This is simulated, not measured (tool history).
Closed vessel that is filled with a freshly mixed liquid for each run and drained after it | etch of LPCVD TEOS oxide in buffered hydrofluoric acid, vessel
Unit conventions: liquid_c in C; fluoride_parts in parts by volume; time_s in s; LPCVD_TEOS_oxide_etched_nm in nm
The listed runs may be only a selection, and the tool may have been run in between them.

| run | hour | liquid_c | fluoride_parts | time_s | LPCVD_TEOS_oxide_etched_nm |
|---|---|---|---|---|---|
| 1 | 0.0 | 23.0 | 23.0 | 90 | 157.74 |
| 2 | 4.1 | 23.0 | 23.0 | 90 | 159.96 |
| 3 | 11.3 | 23.0 | 23.0 | 90 | 159.22 |
| 4 | 14.0 | 21.5 | 23.0 | 90 | 144.41 |
| 5 | 17.7 | 21.0 | 23.0 | 90 | 139.66 |
| 6 | 19.9 | 21.0 | 23.0 | 95 | 147.19 |

Predict the results of run 7:
| 7 | 25.1 | 20.5 | 23.0 | 95 | ? |

{"run 7": {"LPCVD_TEOS_oxide_etched_nm": 147.05}}
